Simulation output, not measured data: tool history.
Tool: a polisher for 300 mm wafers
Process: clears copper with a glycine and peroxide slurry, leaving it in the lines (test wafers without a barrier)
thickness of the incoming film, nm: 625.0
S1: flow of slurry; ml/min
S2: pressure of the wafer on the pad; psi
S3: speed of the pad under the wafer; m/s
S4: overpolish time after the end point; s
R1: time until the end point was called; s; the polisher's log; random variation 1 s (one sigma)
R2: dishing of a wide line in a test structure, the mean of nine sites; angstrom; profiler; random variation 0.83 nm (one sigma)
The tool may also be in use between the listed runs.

run,hour,S1,S2,S3,S4,R1,R2
1,0,195,2.9,0.86,18,101.62,590.81
2,3,195,2.9,0.86,25,101.37,759.23
3,11.5,215,2.9,0.86,25,101.03,747.02
4,15,215,2.9,0.86,21,100.04,659.36
5,18.7,185,2.9,0.86,21,101.36,652.01
6,25.4,185,2.7,0.86,16,107.71,531.16

Run 7 comes next. What will it give?
7,32.4,185,2.6,0.86,13,?,?

Run 7 gave R1 111.69 s, R2 405.85 angstrom.
